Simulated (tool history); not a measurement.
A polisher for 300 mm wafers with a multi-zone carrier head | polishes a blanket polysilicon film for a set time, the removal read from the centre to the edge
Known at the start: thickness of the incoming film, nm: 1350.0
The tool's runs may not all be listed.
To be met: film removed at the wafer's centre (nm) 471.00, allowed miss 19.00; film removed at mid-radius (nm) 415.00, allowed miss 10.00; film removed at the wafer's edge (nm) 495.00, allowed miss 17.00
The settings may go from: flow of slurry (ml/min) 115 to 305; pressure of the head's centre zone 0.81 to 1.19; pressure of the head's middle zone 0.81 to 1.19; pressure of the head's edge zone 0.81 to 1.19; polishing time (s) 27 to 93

| run | day | flow of slurry (ml/min) | pressure of the head's centre zone | pressure of the head's middle zone | pressure of the head's edge zone | polishing time (s) | film removed at the wafer's centre (nm) | film removed at mid-radius (nm) | film removed at the wafer's edge (nm) |
|---|---|---|---|---|---|---|---|---|---|
| 1 | 0.000 | 195 | 1.00 | 1.00 | 1.00 | 59 | 344.66 | 354.26 | 369.62 |
| 2 | 0.050 | 205 | 1.03 | 0.99 | 1.05 | 62 | 375.11 | 375.12 | 393.79 |
| 3 | 0.321 | 205 | 1.03 | 0.99 | 1.13 | 62 | 376.36 | 374.06 | 407.02 |
| 4 | 0.562 | 180 | 1.03 | 0.99 | 1.13 | 62 | 361.23 | 358.44 | 403.28 |
| 5 | 0.838 | 180 | 1.03 | 1.03 | 1.13 | 62 | 363.91 | 377.25 | 401.62 |
| 6 | 1.208 | 180 | 1.03 | 1.11 | 1.13 | 62 | 373.86 | 398.64 | 404.85 |
|  | 1.446 | slurry nozzle cleaned |
| 7 | 1.446 | 185 | 1.05 | 1.05 | 1.15 | 65 | 422.97 | 430.69 | 439.86 |
| 8 | 1.750 | 180 | 1.06 | 1.00 | 1.16 | 67 | 439.01 | 421.61 | 467.02 |
| 9 | 1.950 | 180 | 1.07 | 0.98 | 1.17 | 67 | 445.24 | 421.86 | 471.34 |
| 10 | 2.162 | 185 | 1.09 | 0.88 | 1.19 | 69 | 477.81 | 400.01 | 493.53 |
| 11 | 2.208 | 185 | 1.09 | 0.89 | 1.19 | 69 | 477.05 | 397.07 | 488.12 |
| 12 | 2.271 | 185 | 1.08 | 0.90 | 1.19 | 69 | 468.31 | 402.00 | 494.56 |

Which of these 5 next moves meets every target?
| A | 2.333 | 190 | 0.99 | 0.92 | 1.16 | 73 | ? | ? | ? |
| B | 2.333 | 180 | 1.06 | 0.90 | 1.19 | 71 | ? | ? | ? |
| C | 2.333 | 165 | 1.00 | 0.88 | 1.19 | 72 | ? | ? | ? |
| D | 2.333 | 180 | 0.96 | 0.92 | 1.19 | 72 | ? | ? | ? |
| E | 2.333 | 140 | 1.08 | 0.87 | 1.19 | 70 | ? | ? | ? |

| move | film removed at the wafer's centre (nm) | film removed at mid-radius (nm) | film removed at the wafer's edge (nm) |
|---|---|---|---|
| A | 444.43 | 435.88 | 514.86 |
| B | 458.55 | 413.12 | 504.40 |
| C | 431.18 | 405.86 | 506.11 |
| D | 420.88 | 426.27 | 511.38 |
| E | 436.94 | 378.69 | 480.94 |
A: takes the result that was furthest off past its target
B: meets every target
C: brings the result that was furthest off to its target, and leaves another outside
D: takes the result that was furthest off past its target
E: further off than the last run
Answer: B

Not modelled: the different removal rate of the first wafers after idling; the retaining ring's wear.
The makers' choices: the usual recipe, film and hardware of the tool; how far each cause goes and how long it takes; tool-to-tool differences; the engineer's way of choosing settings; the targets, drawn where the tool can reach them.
